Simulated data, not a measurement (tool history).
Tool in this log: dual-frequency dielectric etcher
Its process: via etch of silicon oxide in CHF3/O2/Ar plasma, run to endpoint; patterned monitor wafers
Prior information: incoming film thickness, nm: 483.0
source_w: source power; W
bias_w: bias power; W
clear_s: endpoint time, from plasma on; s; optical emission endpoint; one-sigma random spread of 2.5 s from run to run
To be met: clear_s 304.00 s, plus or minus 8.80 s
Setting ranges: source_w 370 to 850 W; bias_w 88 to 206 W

Run 1, day 0.000: source_w 610 W, bias_w 147 W. Result: clear_s 267.35 s.
Run 2, day 0.192: source_w 690 W, bias_w 147 W. Result: clear_s 254.25 s.
Run 3, day 0.429: source_w 640 W, bias_w 147 W. Result: clear_s 264.15 s.
Run 4, day 0.612: source_w 620 W, bias_w 145 W. Result: clear_s 267.81 s.
Run 5, day 0.942: source_w 620 W, bias_w 157 W. Result: clear_s 262.06 s.
Run 6, day 0.983: source_w 540 W, bias_w 157 W. Result: clear_s 273.64 s.
Run 7, day 1.200: source_w 540 W, bias_w 157 W. Result: clear_s 278.01 s.
Run 8, day 1.438: source_w 530 W, bias_w 156 W. Result: clear_s 279.01 s.
Run 9, day 1.658: source_w 520 W, bias_w 155 W. Result: clear_s 286.56 s.
Run 10, day 1.804: source_w 510 W, bias_w 155 W. Result: clear_s 288.65 s.
Run 11, day 1.829: source_w 500 W, bias_w 155 W. Result: clear_s 288.88 s.
Run 12, day 1.854: source_w 430 W, bias_w 147 W. Result: clear_s 320.97 s.
Run 13, day 2.208: source_w 440 W, bias_w 147 W. Result: clear_s 318.15 s.

4 candidate next runs follow, results not yet known. Just one meets every target within its allowed miss. Identify it.
Run A, day 2.562: source_w 420 W, bias_w 147 W. Result: clear_s ?.
Run B, day 2.562: source_w 380 W, bias_w 143 W. Result: clear_s ?.
Run C, day 2.562: source_w 430 W, bias_w 166 W. Result: clear_s ?.
Run D, day 2.562: source_w 370 W, bias_w 143 W. Result: clear_s ?.

move  clear_s
   A   325.19
   B   346.96
   C   306.52
   D   352.14
A: its largest miss is bigger than the last run's
B: its largest miss is bigger than the last run's
C: every result lands within tolerance
D: its largest miss is bigger than the last run's
Go with C: it meets all targets.
